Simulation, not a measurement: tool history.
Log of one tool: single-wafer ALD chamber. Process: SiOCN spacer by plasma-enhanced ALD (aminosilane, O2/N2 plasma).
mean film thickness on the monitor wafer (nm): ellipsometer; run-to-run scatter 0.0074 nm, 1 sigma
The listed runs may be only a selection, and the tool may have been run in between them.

run,hour,heater temperature setpoint (K),number of ALD cycles (cycles),mean film thickness on the monitor wafer (nm)
1,0.0,668.15,31,1.8923
2,1.2,672.15,31,1.8930
3,5.5,672.15,32,1.9574
4,13.8,661.15,32,1.9647
5,22.5,661.15,28,1.7073
6,23.4,671.15,28,1.7104
7,31.7,671.15,30,1.8308
8,34.5,671.15,32,1.9563
9,37.4,671.15,33,2.0154
10,44.5,671.15,34,2.0818
11,49.5,671.15,35,2.1309

Run 12 comes next. What will it give?
# hour 58.4: thermocouple changed; heater temperature recalibrated
12,58.4,671.15,36,?

Run 12 gave mean film thickness on the monitor wafer (nm) 2.1893.
